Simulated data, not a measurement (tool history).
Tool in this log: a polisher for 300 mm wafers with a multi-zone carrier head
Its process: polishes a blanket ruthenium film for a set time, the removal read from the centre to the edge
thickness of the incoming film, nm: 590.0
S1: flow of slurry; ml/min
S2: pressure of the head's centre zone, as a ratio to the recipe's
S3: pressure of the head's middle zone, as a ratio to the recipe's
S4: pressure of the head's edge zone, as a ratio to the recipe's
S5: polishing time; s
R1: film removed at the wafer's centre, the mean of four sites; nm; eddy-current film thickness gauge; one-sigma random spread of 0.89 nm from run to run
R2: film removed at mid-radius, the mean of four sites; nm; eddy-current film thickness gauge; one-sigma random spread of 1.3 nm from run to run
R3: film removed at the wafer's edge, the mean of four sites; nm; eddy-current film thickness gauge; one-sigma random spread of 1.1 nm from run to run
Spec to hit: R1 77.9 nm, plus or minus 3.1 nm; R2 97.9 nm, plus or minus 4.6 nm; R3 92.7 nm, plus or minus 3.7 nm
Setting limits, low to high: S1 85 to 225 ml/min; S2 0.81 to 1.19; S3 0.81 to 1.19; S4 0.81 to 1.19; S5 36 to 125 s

Run 1, hour 0: S1 145 ml/min, S2 1, S3 1, S4 1, S5 80 s. Result: R1 70.557 nm, R2 72.895 nm, R3 68.876 nm.
Run 2, hour 8.4: S1 150 ml/min, S2 0.98, S3 1.01, S4 1.03, S5 83 s. Result: R1 71.392 nm, R2 74.94 nm, R3 72.413 nm.
Run 3, hour 13.4: S1 155 ml/min, S2 0.96, S3 1.03, S4 1.05, S5 86 s. Result: R1 72.447 nm, R2 80.437 nm, R3 76.832 nm.
Run 4, hour 14: S1 155 ml/min, S2 0.96, S3 0.97, S4 1.05, S5 86 s. Result: R1 72.799 nm, R2 76.655 nm, R3 75.528 nm.
Run 5, hour 14.8: S1 155 ml/min, S2 1.04, S3 0.97, S4 1.05, S5 86 s. Result: R1 79.256 nm, R2 75.806 nm, R3 77.06 nm.
Run 6, hour 17.4: S1 155 ml/min, S2 1.1, S3 0.97, S4 1.05, S5 86 s. Result: R1 81.255 nm, R2 76.259 nm, R3 75.976 nm.
Run 7, hour 19.3: S1 160 ml/min, S2 1.07, S3 1, S4 1.07, S5 87 s. Result: R1 82.128 nm, R2 77.814 nm, R3 78.717 nm.
Run 8, hour 25: S1 160 ml/min, S2 1.03, S3 1.03, S4 1.08, S5 89 s. Result: R1 80.883 nm, R2 81.57 nm, R3 81.517 nm.

Next run, 4 choices. One meets every target within its allowed miss, the rest don't. Which?
Run A, hour 30.7: S1 150 ml/min, S2 0.84, S3 1.13, S4 0.88, S5 112 s. Result: R1 ?, R2 ?, R3 ?.
Run B, hour 30.7: S1 145 ml/min, S2 0.89, S3 1.12, S4 1.12, S5 101 s. Result: R1 ?, R2 ?, R3 ?.
Run C, hour 30.7: S1 140 ml/min, S2 0.99, S3 1.11, S4 0.97, S5 101 s. Result: R1 ?, R2 ?, R3 ?.
Run D, hour 30.7: S1 175 ml/min, S2 0.82, S3 1.19, S4 0.85, S5 105 s. Result: R1 ?, R2 ?, R3 ?.

move      R1      R2      R3
   A  80.946  108.15  91.393
   B  76.956  96.344  92.253
   C  85.184  95.175  85.636
   D  75.864  107.76  85.594
A: takes the biggest miss from the last run beyond its target
B: every result within its allowed miss
C: gets the furthest-off result to its target, but another result is out of tolerance
D: takes the biggest miss from the last run beyond its target
Move B is the one to make.
